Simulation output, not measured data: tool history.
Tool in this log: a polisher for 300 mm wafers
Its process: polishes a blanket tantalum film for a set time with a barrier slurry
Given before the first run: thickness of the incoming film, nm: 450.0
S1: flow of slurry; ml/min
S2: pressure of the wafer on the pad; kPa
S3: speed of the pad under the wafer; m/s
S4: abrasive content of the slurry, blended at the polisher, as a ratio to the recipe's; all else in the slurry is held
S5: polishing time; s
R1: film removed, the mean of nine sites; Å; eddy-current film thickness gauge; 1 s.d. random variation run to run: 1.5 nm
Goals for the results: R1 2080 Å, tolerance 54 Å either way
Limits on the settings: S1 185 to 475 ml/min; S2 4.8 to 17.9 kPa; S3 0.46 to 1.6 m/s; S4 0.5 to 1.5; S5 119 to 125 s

Run 1, hour 0: S1 305 ml/min, S2 11 kPa, S3 1.02 m/s, S4 1, S5 119 s. Result: R1 1480.1 Å.
Run 2, hour 5.2: S1 305 ml/min, S2 11 kPa, S3 1.02 m/s, S4 1, S5 119 s. Result: R1 1484.8 Å.
Run 3, hour 11.2: S1 305 ml/min, S2 11.7 kPa, S3 1.02 m/s, S4 1, S5 119 s. Result: R1 1561.4 Å.
Run 4, hour 14: S1 305 ml/min, S2 12.4 kPa, S3 1.02 m/s, S4 1, S5 119 s. Result: R1 1629.1 Å.
Run 5, hour 20.4: S1 265 ml/min, S2 12.4 kPa, S3 1.02 m/s, S4 1, S5 119 s. Result: R1 1585.5 Å.
Run 6, hour 27.7: S1 265 ml/min, S2 12.4 kPa, S3 1.02 m/s, S4 1.1, S5 119 s. Result: R1 1678.5 Å.
Run 7, hour 34.2: S1 275 ml/min, S2 12.4 kPa, S3 1.02 m/s, S4 1.1, S5 119 s. Result: R1 1683.9 Å.
Run 8, hour 38.5: S1 285 ml/min, S2 12.4 kPa, S3 1.02 m/s, S4 1.1, S5 119 s. Result: R1 1656.7 Å.
Run 9, hour 46.9: S1 285 ml/min, S2 13.1 kPa, S3 1.02 m/s, S4 1.1, S5 119 s. Result: R1 1741.4 Å.
Run 10, hour 50: S1 290 ml/min, S2 14.5 kPa, S3 1.02 m/s, S4 1.1, S5 119 s. Result: R1 1937 Å.
Run 11, hour 54.2: S1 295 ml/min, S2 14.5 kPa, S3 1.02 m/s, S4 1.1, S5 119 s. Result: R1 1915.9 Å.
Run 12, hour 58.4: S1 295 ml/min, S2 15.2 kPa, S3 1.02 m/s, S4 1.1, S5 119 s. Result: R1 1965.2 Å.

Of the 5 settings listed for the next run, only one would bring every result within its allowed miss of target. Which one?
Run A, hour 62.6: S1 325 ml/min, S2 13.1 kPa, S3 0.98 m/s, S4 1.3, S5 123 s. Result: R1 ?.
Run B, hour 62.6: S1 230 ml/min, S2 13.1 kPa, S3 1.26 m/s, S4 1.1, S5 125 s. Result: R1 ?.
Run C, hour 62.6: S1 320 ml/min, S2 15.2 kPa, S3 1.04 m/s, S4 1.05, S5 120 s. Result: R1 ?.
Run D, hour 62.6: S1 240 ml/min, S2 14.5 kPa, S3 1.16 m/s, S4 1.2, S5 124 s. Result: R1 ?.
Run E, hour 62.6: S1 270 ml/min, S2 14.5 kPa, S3 1.04 m/s, S4 1.1, S5 120 s. Result: R1 ?.

move      R1
   A  1934.6
   B  2080.2
   C  2006.3
   D  2199.5
   E  1941.5
A: the biggest miss grows against the last run
B: all results land within tolerance of their targets
C: moves toward the targets from the last run without getting all of them in spec
D: takes the result that was furthest off past its target
E: the biggest miss grows against the last run
The move that meets every target is B.
